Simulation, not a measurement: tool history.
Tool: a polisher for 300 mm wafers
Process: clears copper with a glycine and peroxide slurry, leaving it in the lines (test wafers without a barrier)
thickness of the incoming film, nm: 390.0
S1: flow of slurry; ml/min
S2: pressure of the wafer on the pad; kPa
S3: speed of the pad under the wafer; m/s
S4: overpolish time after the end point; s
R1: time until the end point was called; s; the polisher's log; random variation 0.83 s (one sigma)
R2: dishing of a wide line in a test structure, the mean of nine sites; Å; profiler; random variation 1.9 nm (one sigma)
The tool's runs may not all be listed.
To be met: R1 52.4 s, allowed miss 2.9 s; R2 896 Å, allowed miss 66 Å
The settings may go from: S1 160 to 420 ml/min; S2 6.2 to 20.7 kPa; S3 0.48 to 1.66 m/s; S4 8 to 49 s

run 1 day=0 | S1=270 S2=13.1 S3=1.06 S4=25 | R1=80.8 R2=695.84
run 2 day=0.238 | S1=220 S2=13.1 S3=1.06 S4=25 | R1=82.827 R2=637.52
run 3 day=0.371 | S1=220 S2=9.7 S3=1.06 S4=25 | R1=98.643 R2=593.72
run 4 day=0.625 | S1=165 S2=9.7 S3=1.06 S4=25 | R1=101.66 R2=584.53
run 5 day=0.788 | S1=165 S2=9.7 S3=0.86 S4=25 | R1=117.63 R2=549.07
run 6 day=1.138 | S1=170 S2=12.4 S3=0.96 S4=26 | R1=95.54 R2=618.13
run 7 day=1.454 | S1=180 S2=14.5 S3=1.04 S4=27 | R1=79.479 R2=714.82
run 8 day=1.75 | S1=185 S2=18.6 S3=1.16 S4=24 | R1=62.991 R2=747.62
run 9 day=2.121 | S1=190 S2=19.3 S3=1.2 S4=25 | R1=56.97 R2=790.81
run 10 day=2.392 | S1=190 S2=20 S3=1.2 S4=26 | R1=56.685 R2=807.58
run 11 day=2.579 | S1=190 S2=20 S3=1.22 S4=27 | R1=55.829 R2=821.65

Which of these 4 next moves meets every target?
run A day=2.767 | S1=230 S2=20.7 S3=1.02 S4=48 | R1=? R2=?
run B day=2.767 | S1=185 S2=18.6 S3=1.2 S4=40 | R1=? R2=?
run C day=2.767 | S1=315 S2=18.6 S3=1.26 S4=23 | R1=? R2=?
run D day=2.767 | S1=180 S2=20.7 S3=1.28 S4=30 | R1=? R2=?

move=A R1=60.33 R2=980.95
move=B R1=59.359 R2=922.06
move=C R1=53.664 R2=778.19
move=D R1=52.33 R2=876.8
A: further off than the last run
B: further off than the last run
C: brings the result that was furthest off to its target, and leaves another outside
D: meets every target
Answer: D

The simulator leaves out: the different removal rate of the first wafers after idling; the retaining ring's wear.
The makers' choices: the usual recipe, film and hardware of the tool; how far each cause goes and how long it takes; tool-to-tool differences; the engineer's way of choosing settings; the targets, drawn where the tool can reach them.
